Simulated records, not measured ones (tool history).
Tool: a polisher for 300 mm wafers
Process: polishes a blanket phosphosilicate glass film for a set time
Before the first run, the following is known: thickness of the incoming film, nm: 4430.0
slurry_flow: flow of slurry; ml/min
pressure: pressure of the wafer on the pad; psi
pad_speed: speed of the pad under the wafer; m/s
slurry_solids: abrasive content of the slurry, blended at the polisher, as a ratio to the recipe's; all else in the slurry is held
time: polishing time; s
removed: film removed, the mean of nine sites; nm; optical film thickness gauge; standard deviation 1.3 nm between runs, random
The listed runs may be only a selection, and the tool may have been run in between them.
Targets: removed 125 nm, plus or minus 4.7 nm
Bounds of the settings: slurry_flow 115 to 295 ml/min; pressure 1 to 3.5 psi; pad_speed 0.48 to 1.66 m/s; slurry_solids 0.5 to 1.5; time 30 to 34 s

{"run": 1, "hour": 0.0, "slurry_flow": 190, "pressure": 2.2, "pad_speed": 1.06, "slurry_solids": 1, "time": 34, "removed": 182.31}
{"run": 2, "hour": 4.0, "slurry_flow": 190, "pressure": 2.2, "pad_speed": 1.32, "slurry_solids": 1, "time": 34, "removed": 220.92}
{"run": 3, "hour": 9.3, "slurry_flow": 190, "pressure": 2, "pad_speed": 1.32, "slurry_solids": 1, "time": 34, "removed": 205.07}
{"run": 4, "hour": 11.1, "slurry_flow": 145, "pressure": 2, "pad_speed": 1.32, "slurry_solids": 1, "time": 34, "removed": 190.65}
{"run": 5, "hour": 18.3, "slurry_flow": 120, "pressure": 2, "pad_speed": 1.32, "slurry_solids": 1, "time": 34, "removed": 188.01}
{"run": 6, "hour": 19.5, "slurry_flow": 120, "pressure": 1.8, "pad_speed": 1.32, "slurry_solids": 1, "time": 34, "removed": 172.53}
{"run": 7, "hour": 20.3, "slurry_flow": 120, "pressure": 1.7, "pad_speed": 1.32, "slurry_solids": 1, "time": 34, "removed": 164.45}
{"run": 8, "hour": 29.3, "slurry_flow": 120, "pressure": 1.6, "pad_speed": 1.32, "slurry_solids": 1, "time": 34, "removed": 156.33}
{"run": 9, "hour": 38.1, "slurry_flow": 120, "pressure": 1.5, "pad_speed": 1.32, "slurry_solids": 1, "time": 34, "removed": 149.69}
{"run": 10, "hour": 39.9, "slurry_flow": 120, "pressure": 1.4, "pad_speed": 1.32, "slurry_solids": 1, "time": 34, "removed": 141.07}

Of the 5 settings listed for the next run, only one would bring every result within its allowed miss of target. Which one?
{"run": "A", "hour": 41.7, "slurry_flow": 115, "pressure": 1.9, "pad_speed": 1.12, "slurry_solids": 0.95, "time": 33, "removed": "?"}
{"run": "B", "hour": 41.7, "slurry_flow": 120, "pressure": 1.8, "pad_speed": 1.42, "slurry_solids": 0.9, "time": 34, "removed": "?"}
{"run": "C", "hour": 41.7, "slurry_flow": 115, "pressure": 1.7, "pad_speed": 1.48, "slurry_solids": 1.05, "time": 33, "removed": "?"}
{"run": "D", "hour": 41.7, "slurry_flow": 115, "pressure": 1.3, "pad_speed": 1.34, "slurry_solids": 0.95, "time": 33, "removed": "?"}
{"run": "E", "hour": 41.7, "slurry_flow": 130, "pressure": 1.5, "pad_speed": 1.22, "slurry_solids": 0.9, "time": 34, "removed": "?"}

move=A removed=149.61
move=B removed=175.59
move=C removed=179.47
move=D removed=128.9
move=E removed=137.41
A: the biggest miss grows against the last run
B: the biggest miss grows against the last run
C: the biggest miss grows against the last run
D: in spec on every target
E: an improvement on the last run, though not all results are within tolerance
So the answer is move D, the one that meets all the targets.
